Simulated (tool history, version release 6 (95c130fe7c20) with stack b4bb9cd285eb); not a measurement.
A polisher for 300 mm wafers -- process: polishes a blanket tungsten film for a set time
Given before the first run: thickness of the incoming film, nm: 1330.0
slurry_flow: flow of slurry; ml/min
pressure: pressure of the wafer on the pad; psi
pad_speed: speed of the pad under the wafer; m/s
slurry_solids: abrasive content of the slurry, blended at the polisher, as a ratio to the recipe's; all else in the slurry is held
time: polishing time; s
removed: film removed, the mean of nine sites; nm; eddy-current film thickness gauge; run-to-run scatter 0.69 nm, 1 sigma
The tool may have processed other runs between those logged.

run 1 day=0.000 | slurry_flow=160 pressure=2.7 pad_speed=0.94 slurry_solids=1.0 time=49 | removed=128.62
run 2 day=0.242 | slurry_flow=160 pressure=2.7 pad_speed=0.94 slurry_solids=0.9 time=49 | removed=125.97
run 3 day=0.371 | slurry_flow=160 pressure=2.9 pad_speed=0.94 slurry_solids=0.9 time=49 | removed=132.29
run 4 day=0.733 | slurry_flow=160 pressure=3.3 pad_speed=0.94 slurry_solids=0.9 time=49 | removed=146.94
run 5 day=0.758 | slurry_flow=125 pressure=3.3 pad_speed=0.94 slurry_solids=0.9 time=49 | removed=140.15
run 6 day=1.046 | slurry_flow=125 pressure=3.0 pad_speed=0.94 slurry_solids=0.9 time=49 | removed=131.19
run 7 day=1.333 | slurry_flow=120 pressure=2.8 pad_speed=0.94 slurry_solids=0.9 time=49 | removed=123.97

The next listed run, before its measurement:
run 8 day=1.583 | slurry_flow=120 pressure=2.8 pad_speed=0.94 slurry_solids=0.9 time=49 | removed=?

removed: 123.32 nm

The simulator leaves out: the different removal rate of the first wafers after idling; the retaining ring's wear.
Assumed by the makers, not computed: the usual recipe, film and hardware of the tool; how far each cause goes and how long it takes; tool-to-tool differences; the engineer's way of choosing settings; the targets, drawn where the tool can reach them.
